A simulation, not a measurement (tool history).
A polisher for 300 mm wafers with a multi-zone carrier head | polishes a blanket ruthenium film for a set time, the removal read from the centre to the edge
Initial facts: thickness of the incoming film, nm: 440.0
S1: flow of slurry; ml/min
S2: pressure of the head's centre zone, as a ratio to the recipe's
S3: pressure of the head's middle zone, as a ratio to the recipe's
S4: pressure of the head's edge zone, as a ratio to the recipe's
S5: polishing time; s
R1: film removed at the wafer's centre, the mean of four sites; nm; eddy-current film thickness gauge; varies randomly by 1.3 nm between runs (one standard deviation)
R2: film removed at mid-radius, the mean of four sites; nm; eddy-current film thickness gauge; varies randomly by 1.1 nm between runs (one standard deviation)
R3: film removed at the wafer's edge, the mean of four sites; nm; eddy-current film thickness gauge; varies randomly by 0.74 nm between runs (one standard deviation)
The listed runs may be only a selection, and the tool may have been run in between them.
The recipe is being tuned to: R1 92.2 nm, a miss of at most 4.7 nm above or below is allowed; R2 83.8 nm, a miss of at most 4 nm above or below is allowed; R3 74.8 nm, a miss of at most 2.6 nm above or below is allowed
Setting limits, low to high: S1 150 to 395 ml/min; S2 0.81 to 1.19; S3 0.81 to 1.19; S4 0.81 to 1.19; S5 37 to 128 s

run 1 hour=0 | S1=250 S2=1 S3=1 S4=1 S5=82 | R1=116.09 R2=120.81 R3=114.86
run 2 hour=2 | S1=250 S2=1 S3=0.97 S4=1 S5=82 | R1=117.43 R2=115.4 R3=113.81
run 3 hour=5.1 | S1=255 S2=1.02 S3=0.97 S4=0.96 S5=75 | R1=109.34 R2=104.56 R3=101.29
run 4 hour=11.3 | S1=255 S2=1.02 S3=0.9 S4=0.96 S5=75 | R1=107.63 R2=100.9 R3=102.27
run 5 hour=15 | S1=255 S2=1.03 S3=0.92 S4=0.93 S5=71 | R1=106.17 R2=94.308 R3=96.753
run 6 hour=17.2 | S1=260 S2=1.03 S3=0.97 S4=0.91 S5=66 | R1=96.615 R2=91.982 R3=87.535
run 7 hour=25.7 | S1=260 S2=1.04 S3=0.98 S4=0.89 S5=64 | R1=95.602 R2=91.249 R3=85.448
run 8 hour=29.8 | S1=260 S2=1.06 S3=0.99 S4=0.87 S5=62 | R1=95.644 R2=89.926 R3=79.907
run 9 hour=37.8 | S1=255 S2=1.06 S3=0.98 S4=0.86 S5=61 | R1=92.795 R2=86.81 R3=79.482
run 10 hour=44.1 | S1=260 S2=1.1 S3=1 S4=0.82 S5=56 | R1=90.604 R2=80.758 R3=71.67
run 11 hour=46.1 | S1=260 S2=1.1 S3=1 S4=0.83 S5=56 | R1=88.065 R2=79.694 R3=72.223

Exercise: of the 4 proposed moves below, exactly one satisfies all targets within the stated allowed misses. Which move is it?
run A hour=48.1 | S1=290 S2=1.16 S3=0.83 S4=0.88 S5=58 | R1=? R2=? R3=?
run B hour=48.1 | S1=265 S2=1.12 S3=0.96 S4=0.9 S5=53 | R1=? R2=? R3=?
run C hour=48.1 | S1=320 S2=1.07 S3=0.97 S4=0.81 S5=58 | R1=? R2=? R3=?
run D hour=48.1 | S1=345 S2=1.13 S3=0.96 S4=0.89 S5=52 | R1=? R2=? R3=?

move=A R1=98.845 R2=72.368 R3=76.453
move=B R1=86.369 R2=73.884 R3=69.932
move=C R1=92.333 R2=83.207 R3=74.099
move=D R1=88.025 R2=74.426 R3=69.66
A: moves away from the targets compared with the last run
B: moves away from the targets compared with the last run
C: all results in spec
D: moves away from the targets compared with the last run
C is the move that brings every result within its allowed miss.
